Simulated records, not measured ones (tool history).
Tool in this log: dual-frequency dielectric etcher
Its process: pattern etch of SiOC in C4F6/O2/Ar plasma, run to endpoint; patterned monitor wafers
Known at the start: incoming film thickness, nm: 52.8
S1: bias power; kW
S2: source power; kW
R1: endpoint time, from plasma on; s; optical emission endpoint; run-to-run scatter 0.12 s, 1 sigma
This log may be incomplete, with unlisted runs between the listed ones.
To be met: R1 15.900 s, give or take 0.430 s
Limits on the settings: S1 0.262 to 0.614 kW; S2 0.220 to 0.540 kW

{"run": 1, "hour": 0.0, "S1": 0.438, "S2": 0.38, "R1": 18.624}
{"run": 2, "hour": 5.2, "S1": 0.438, "S2": 0.32, "R1": 19.688}
{"run": 3, "hour": 10.6, "S1": 0.392, "S2": 0.32, "R1": 20.411}
{"run": 4, "hour": 15.8, "S1": 0.392, "S2": 0.37, "R1": 19.398}
{"run": 5, "hour": 23.6, "S1": 0.363, "S2": 0.37, "R1": 19.793}
{"run": 6, "hour": 27.3, "S1": 0.398, "S2": 0.39, "R1": 18.819}
{"run": 7, "hour": 33.7, "S1": 0.427, "S2": 0.4, "R1": 18.065}
{"run": 8, "hour": 35.5, "S1": 0.449, "S2": 0.41, "R1": 17.415}
{"run": 9, "hour": 37.1, "S1": 0.464, "S2": 0.41, "R1": 17.435}
{"run": 10, "hour": 44.1, "S1": 0.48, "S2": 0.42, "R1": 16.916}
{"run": 11, "hour": 45.4, "S1": 0.48, "S2": 0.42, "R1": 16.909}
{"run": 12, "hour": 47.3, "S1": 0.49, "S2": 0.42, "R1": 16.828}

Of the 5 settings listed for the next run, only one would bring every result within its allowed miss of target. Which one?
{"run": "A", "hour": 49.2, "S1": 0.417, "S2": 0.45, "R1": "?"}
{"run": "B", "hour": 49.2, "S1": 0.554, "S2": 0.41, "R1": "?"}
{"run": "C", "hour": 49.2, "S1": 0.461, "S2": 0.41, "R1": "?"}
{"run": "D", "hour": 49.2, "S1": 0.47, "S2": 0.38, "R1": "?"}
{"run": "E", "hour": 49.2, "S1": 0.405, "S2": 0.44, "R1": "?"}

move=A R1=17.296
move=B R1=15.924
move=C R1=17.216
move=D R1=17.612
move=E R1=17.670
A: moves away from the targets compared with the last run
B: hits every target within its allowed miss
C: moves away from the targets compared with the last run
D: moves away from the targets compared with the last run
E: moves away from the targets compared with the last run
The move that meets every target is B.
